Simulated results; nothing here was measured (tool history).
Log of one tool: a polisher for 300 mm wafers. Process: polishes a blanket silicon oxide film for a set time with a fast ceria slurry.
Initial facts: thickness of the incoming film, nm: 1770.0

| run | hour | flow of slurry (ml/min) | pressure of the wafer on the pad (psi) | speed of the pad under the wafer (m/s) | polishing time (s) | film removed (nm) |
|---|---|---|---|---|---|---|
| 1 | 0 | 195 | 3 | 0.82 | 31 | 404.89 |
| 2 | 1 | 195 | 3 | 0.82 | 28 | 368.43 |
| 3 | 5.1 | 195 | 2.9 | 0.82 | 28 | 356.76 |
| 4 | 6 | 195 | 3.3 | 0.82 | 28 | 404.76 |
| 5 | 8 | 195 | 3.9 | 0.82 | 28 | 453.76 |
| 6 | 15.1 | 195 | 3.5 | 0.82 | 28 | 407.34 |
| 7 | 18.7 | 195 | 3.2 | 0.82 | 28 | 394.44 |

What does the tool deliver on the next run?
| 8 | 26.9 | 195 | 3 | 0.82 | 28 | ? |

{"run 8": {"film removed (nm)": 366.93}}
